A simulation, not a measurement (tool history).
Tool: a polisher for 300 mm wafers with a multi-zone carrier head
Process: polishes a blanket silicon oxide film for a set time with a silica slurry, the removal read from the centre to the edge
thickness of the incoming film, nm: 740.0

run,hour,flow of slurry (ml/min),pressure of the head's centre zone,pressure of the head's middle zone,pressure of the head's edge zone,abrasive content of the slurry,polishing time (s),film removed at the wafer's centre (angstrom),film removed at mid-radius (angstrom),film removed at the wafer's edge (angstrom)
1,0,165,1,1,1,1,81,2287.6,2356.1,2288.1
2,7.4,155,1,0.97,0.98,0.95,81,2231.3,2253.1,2199.9
3,12,155,1,1.05,0.98,0.95,81,2217.6,2388.4,2207.2
4,20.9,155,1,1.05,0.98,0.95,63,1705.6,1823.2,1717
5,25.3,155,1,1.05,0.92,0.95,63,1734.1,1840.9,1668.5
6,33,170,1.01,1.02,0.95,0.95,63,1757.1,1818.2,1706.5
7,37.8,220,1.11,0.92,1.05,1.05,63,2154.3,1816.2,1904.4

Run 8 comes next. What will it give?
8,46,215,1.1,0.92,1.06,1.05,63,?,?,?

film removed at the wafer's centre (angstrom): 2104
film removed at mid-radius (angstrom): 1792.8
film removed at the wafer's edge (angstrom): 1941.9

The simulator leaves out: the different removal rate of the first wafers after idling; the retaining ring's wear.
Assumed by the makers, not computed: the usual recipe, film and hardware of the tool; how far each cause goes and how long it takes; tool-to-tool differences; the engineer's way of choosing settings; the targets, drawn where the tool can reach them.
